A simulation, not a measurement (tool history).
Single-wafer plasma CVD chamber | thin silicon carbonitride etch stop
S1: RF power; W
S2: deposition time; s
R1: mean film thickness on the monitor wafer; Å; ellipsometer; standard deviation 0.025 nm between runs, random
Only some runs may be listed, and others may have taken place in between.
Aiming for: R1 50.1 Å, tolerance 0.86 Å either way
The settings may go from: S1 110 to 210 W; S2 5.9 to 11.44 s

run  hour   S1    S2      R1
  1     0  160  8.67  42.424
  2   8.4  170  8.88  44.269
  3  11.3  170  7.97  39.855
  4  17.9  175  8.33  42.098
  5  24.6  180  8.57  43.546
  6  33.4  185  8.78  45.204
  7    37  185  8.78  44.831
  8  41.3  190  8.96  46.625
  9  42.2  195  9.04  47.349
 10  49.4  200  9.11  47.743
 11  49.9  200  9.11  48.112

Which of these 4 next moves meets every target?
  A  50.4  205  9.09   ?
  B  50.4  200  8.96   ?
  C  50.4  200  8.65   ?
  D  50.4  210  9.33   ?

move      R1
   A  48.075
   B  46.975
   C   45.35
   D  49.766
A: neither nearer nor further off than the last run
B: moves away from the targets compared with the last run
C: moves away from the targets compared with the last run
D: all results in spec
Answer: D
